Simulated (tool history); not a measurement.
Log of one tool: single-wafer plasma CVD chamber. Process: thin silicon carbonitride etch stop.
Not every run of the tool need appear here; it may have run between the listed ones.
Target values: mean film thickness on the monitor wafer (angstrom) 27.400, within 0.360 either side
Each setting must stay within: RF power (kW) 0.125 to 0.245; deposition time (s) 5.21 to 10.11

run	hour	RF power (kW)	deposition time (s)	mean film thickness on the monitor wafer (angstrom)
1	0.0	0.185	7.66	38.483
2	4.7	0.165	7.66	37.805
3	10.5	0.145	7.66	36.682
4	15.0	0.170	7.66	37.766
5	21.0	0.185	7.66	38.438
6	22.2	0.185	8.59	43.417
7	24.3	0.175	7.81	38.799
8	32.1	0.165	7.23	35.671
9	33.0	0.160	6.78	33.192
10	39.3	0.155	6.48	31.639
11	43.9	0.150	6.27	30.277
12	52.5	0.145	6.14	29.355
13	54.6	0.140	6.06	28.764

4 candidate next runs follow, results not yet known. Just one meets every target within its allowed miss. Identify it.
A	56.7	0.140	5.94	?
B	56.7	0.140	5.96	?
C	56.7	0.140	5.74	?
D	56.7	0.145	6.44	?

move	mean film thickness on the monitor wafer (angstrom)
A	28.315
B	28.410
C	27.361
D	30.894
A: gains on the last run, yet a result remains outside its allowed miss
B: gains on the last run, yet a result remains outside its allowed miss
C: all results in spec
D: its largest miss is bigger than the last run's
Answer: C

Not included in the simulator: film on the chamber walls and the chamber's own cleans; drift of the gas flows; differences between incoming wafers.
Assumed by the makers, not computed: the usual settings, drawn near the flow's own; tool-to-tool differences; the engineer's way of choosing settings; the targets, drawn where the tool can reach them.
